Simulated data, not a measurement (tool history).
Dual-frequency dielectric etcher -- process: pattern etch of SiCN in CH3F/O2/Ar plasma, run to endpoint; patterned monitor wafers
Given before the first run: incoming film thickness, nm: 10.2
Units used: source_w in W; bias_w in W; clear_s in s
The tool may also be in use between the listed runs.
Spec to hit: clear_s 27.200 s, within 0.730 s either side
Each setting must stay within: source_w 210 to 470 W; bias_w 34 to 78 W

run,hour,source_w,bias_w,clear_s
1,0.0,340,56,30.465
2,8.7,340,47,32.435
3,13.3,340,53,31.548
4,14.7,380,53,29.328
5,22.6,380,50,29.956
6,25.0,380,41,32.193
7,30.3,410,43,30.548
8,37.5,430,45,29.417
9,41.0,440,47,28.655
10,49.2,450,48,28.158

Which of these 5 next moves meets every target?
A,57.4,470,50,?
B,57.4,400,43,?
C,57.4,410,48,?
D,57.4,440,41,?
E,57.4,420,46,?

move,clear_s
A,27.064
B,30.934
C,29.349
D,30.017
E,29.461
A: every result within its allowed miss
B: its largest miss is bigger than the last run's
C: its largest miss is bigger than the last run's
D: its largest miss is bigger than the last run's
E: its largest miss is bigger than the last run's
The move that meets every target is A.

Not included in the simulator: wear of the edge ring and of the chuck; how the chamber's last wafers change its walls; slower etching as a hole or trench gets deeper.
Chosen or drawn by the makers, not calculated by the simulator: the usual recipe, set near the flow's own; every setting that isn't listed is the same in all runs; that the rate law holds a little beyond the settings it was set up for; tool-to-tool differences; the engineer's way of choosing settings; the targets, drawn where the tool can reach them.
